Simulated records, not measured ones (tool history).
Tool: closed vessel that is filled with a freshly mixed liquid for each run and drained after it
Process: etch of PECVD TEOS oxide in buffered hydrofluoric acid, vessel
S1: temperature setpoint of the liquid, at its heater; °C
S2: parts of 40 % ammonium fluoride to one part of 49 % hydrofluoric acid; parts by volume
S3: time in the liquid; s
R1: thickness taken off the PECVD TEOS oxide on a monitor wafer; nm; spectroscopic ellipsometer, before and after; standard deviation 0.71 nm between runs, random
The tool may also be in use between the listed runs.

run 1 hour=0 | S1=24 S2=14 S3=30 | R1=54.254
run 2 hour=0.9 | S1=24 S2=14 S3=30 | R1=54.381
run 3 hour=9.8 | S1=24 S2=14 S3=30 | R1=53.639
run 4 hour=16.5 | S1=26 S2=14 S3=30 | R1=61.215
run 5 hour=20.9 | S1=28 S2=14 S3=30 | R1=67.378
run 6 hour=26.8 | S1=28 S2=14 S3=30 | R1=67.284
run 7 hour=34.2 | S1=29 S2=14 S3=30 | R1=71.238
run 8 hour=36.7 | S1=29.5 S2=14 S3=30 | R1=71.938

Expected results for the next run?
run 9 hour=43.9 | S1=29.5 S2=14 S3=30 | R1=?

{"run 9": {"R1": 72.395}}

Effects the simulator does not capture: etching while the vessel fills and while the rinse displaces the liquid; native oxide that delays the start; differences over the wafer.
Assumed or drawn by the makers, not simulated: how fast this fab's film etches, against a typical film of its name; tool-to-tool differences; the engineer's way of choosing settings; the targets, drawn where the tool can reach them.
